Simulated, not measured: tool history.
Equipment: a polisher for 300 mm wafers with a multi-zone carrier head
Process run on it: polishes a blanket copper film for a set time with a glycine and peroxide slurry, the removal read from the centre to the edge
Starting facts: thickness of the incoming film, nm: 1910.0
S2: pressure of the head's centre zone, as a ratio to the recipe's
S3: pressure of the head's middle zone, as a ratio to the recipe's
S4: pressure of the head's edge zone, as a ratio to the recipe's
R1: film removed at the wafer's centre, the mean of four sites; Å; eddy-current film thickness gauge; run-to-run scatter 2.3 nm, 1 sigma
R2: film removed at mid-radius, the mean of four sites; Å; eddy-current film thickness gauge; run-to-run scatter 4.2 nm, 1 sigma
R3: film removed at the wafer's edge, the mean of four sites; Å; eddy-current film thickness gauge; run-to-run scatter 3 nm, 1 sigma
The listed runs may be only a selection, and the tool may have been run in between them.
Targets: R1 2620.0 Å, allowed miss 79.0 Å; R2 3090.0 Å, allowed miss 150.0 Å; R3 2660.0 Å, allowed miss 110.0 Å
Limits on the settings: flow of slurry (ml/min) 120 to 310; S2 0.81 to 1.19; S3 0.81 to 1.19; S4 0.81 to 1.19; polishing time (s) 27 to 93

Run 1, hour 0.0: flow of slurry (ml/min) 200, S2 1.00, S3 1.00, S4 1.00, polishing time (s) 59. Result: R1 4247.2 Å, R2 4369.0 Å, R3 4290.4 Å.
Run 2, hour 3.7: flow of slurry (ml/min) 200, S2 1.00, S3 0.91, S4 1.00, polishing time (s) 59. Result: R1 4283.0 Å, R2 4125.0 Å, R3 4340.2 Å.
Run 3, hour 7.4: flow of slurry (ml/min) 200, S2 0.99, S3 0.93, S4 0.97, polishing time (s) 55. Result: R1 3944.7 Å, R2 3923.6 Å, R3 3934.3 Å.
Run 4, hour 15.5: flow of slurry (ml/min) 200, S2 0.99, S3 0.93, S4 0.89, polishing time (s) 55. Result: R1 4024.4 Å, R2 3786.3 Å, R3 3831.7 Å.
Run 5, hour 20.2: flow of slurry (ml/min) 200, S2 0.99, S3 1.00, S4 0.89, polishing time (s) 55. Result: R1 4021.4 Å, R2 4136.1 Å, R3 3821.2 Å.
Run 6, hour 21.3: flow of slurry (ml/min) 200, S2 0.97, S3 1.00, S4 0.88, polishing time (s) 52. Result: R1 3674.5 Å, R2 3944.5 Å, R3 3615.0 Å.
Run 7, hour 28.0: flow of slurry (ml/min) 200, S2 0.96, S3 1.00, S4 0.87, polishing time (s) 49. Result: R1 3444.3 Å, R2 3656.8 Å, R3 3393.5 Å.
Run 8, hour 32.6: flow of slurry (ml/min) 200, S2 0.95, S3 1.01, S4 0.86, polishing time (s) 47. Result: R1 3236.8 Å, R2 3591.0 Å, R3 3158.9 Å.
Run 9, hour 35.6: flow of slurry (ml/min) 200, S2 0.95, S3 1.01, S4 0.86, polishing time (s) 47. Result: R1 3224.4 Å, R2 3448.4 Å, R3 3198.2 Å.
Run 10, hour 43.5: flow of slurry (ml/min) 200, S2 0.94, S3 1.02, S4 0.85, polishing time (s) 46. Result: R1 3085.3 Å, R2 3471.8 Å, R3 3185.6 Å.
Run 11, hour 47.0: flow of slurry (ml/min) 200, S2 0.94, S3 1.03, S4 0.84, polishing time (s) 45. Result: R1 3038.0 Å, R2 3328.6 Å, R3 3003.5 Å.
Run 12, hour 47.6: flow of slurry (ml/min) 195, S2 0.93, S3 1.04, S4 0.84, polishing time (s) 44. Result: R1 2935.0 Å, R2 3364.9 Å, R3 2962.2 Å.
Run 13, hour 53.5: flow of slurry (ml/min) 190, S2 0.93, S3 1.04, S4 0.84, polishing time (s) 43. Result: R1 2874.4 Å, R2 3324.6 Å, R3 2839.7 Å.
Run 14, hour 58.0: flow of slurry (ml/min) 185, S2 0.92, S3 1.03, S4 0.84, polishing time (s) 43. Result: R1 2842.3 Å, R2 3213.1 Å, R3 2922.1 Å.
Run 15, hour 62.0: flow of slurry (ml/min) 185, S2 0.92, S3 1.04, S4 0.84, polishing time (s) 42. Result: R1 2755.0 Å, R2 3189.9 Å, R3 2882.1 Å.
Run 16, hour 68.9: flow of slurry (ml/min) 185, S2 0.92, S3 1.04, S4 0.84, polishing time (s) 41. Result: R1 2746.0 Å, R2 3023.8 Å, R3 2766.2 Å.
Run 17, hour 73.6: flow of slurry (ml/min) 185, S2 0.92, S3 1.04, S4 0.84, polishing time (s) 41. Result: R1 2708.2 Å, R2 3180.7 Å, R3 2789.5 Å.
Run 18, hour 80.9: flow of slurry (ml/min) 185, S2 0.92, S3 1.04, S4 0.84, polishing time (s) 41. Result: R1 2686.7 Å, R2 3142.0 Å, R3 2781.4 Å.

Pick the move, out of 5, that brings all results within their allowed miss; only one does.
Run A, hour 88.2: flow of slurry (ml/min) 195, S2 0.91, S3 1.04, S4 0.81, polishing time (s) 40. Result: R1 ?, R2 ?, R3 ?.
Run B, hour 88.2: flow of slurry (ml/min) 155, S2 0.84, S3 1.01, S4 0.88, polishing time (s) 46. Result: R1 ?, R2 ?, R3 ?.
Run C, hour 88.2: flow of slurry (ml/min) 260, S2 1.01, S3 1.19, S4 0.88, polishing time (s) 36. Result: R1 ?, R2 ?, R3 ?.
Run D, hour 88.2: flow of slurry (ml/min) 185, S2 0.90, S3 1.01, S4 0.87, polishing time (s) 43. Result: R1 ?, R2 ?, R3 ?.
Run E, hour 88.2: flow of slurry (ml/min) 225, S2 1.01, S3 1.14, S4 0.92, polishing time (s) 37. Result: R1 ?, R2 ?, R3 ?.

move      R1      R2      R3
   A  2635.1  3109.8  2685.1
   B  2678.6  3360.0  3108.0
   C  2748.0  3258.2  2564.4
   D  2776.0  3235.2  2955.1
   E  2769.6  3171.3  2652.3
A: all results land within tolerance of their targets
B: lands further from the targets than the last run did
C: the furthest-off result lands on target, but another misses its tolerance
D: lands further from the targets than the last run did
E: the furthest-off result lands on target, but another misses its tolerance
Correct choice: A, which meets every target
